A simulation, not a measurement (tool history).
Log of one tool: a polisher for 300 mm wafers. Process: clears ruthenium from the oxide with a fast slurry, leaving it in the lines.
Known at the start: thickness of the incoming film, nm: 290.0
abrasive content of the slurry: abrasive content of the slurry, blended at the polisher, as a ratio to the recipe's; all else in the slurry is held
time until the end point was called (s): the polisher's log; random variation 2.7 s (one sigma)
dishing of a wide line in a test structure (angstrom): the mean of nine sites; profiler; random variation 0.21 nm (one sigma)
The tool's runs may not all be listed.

run,day,flow of slurry (ml/min),pressure of the wafer on the pad (kPa),speed of the pad under the wafer (cm/s),abrasive content of the slurry,overpolish time after the end point (s),time until the end point was called (s),dishing of a wide line in a test structure (angstrom)
1,0,165,17.9,114,1,11,57.664,389.02
2,0.2,165,15.9,100,1,11,74.003,308.79
3,0.362,165,15.9,100,1.1,11,73.275,321.97
4,0.608,165,15.9,100,1,11,74.79,303.43
5,0.829,165,15.9,100,1,14,75.996,385.7
6,0.858,165,14.5,90,0.95,13,93.92,292.97
7,0.912,175,9.7,58,0.9,9,210.41,93.035

Forecast run 8:
8,0.971,175,12.4,58,0.9,11,?,?

{"run 8": {"time until the end point was called (s)": 168.87, "dishing of a wide line in a test structure (angstrom)": 143.53}}

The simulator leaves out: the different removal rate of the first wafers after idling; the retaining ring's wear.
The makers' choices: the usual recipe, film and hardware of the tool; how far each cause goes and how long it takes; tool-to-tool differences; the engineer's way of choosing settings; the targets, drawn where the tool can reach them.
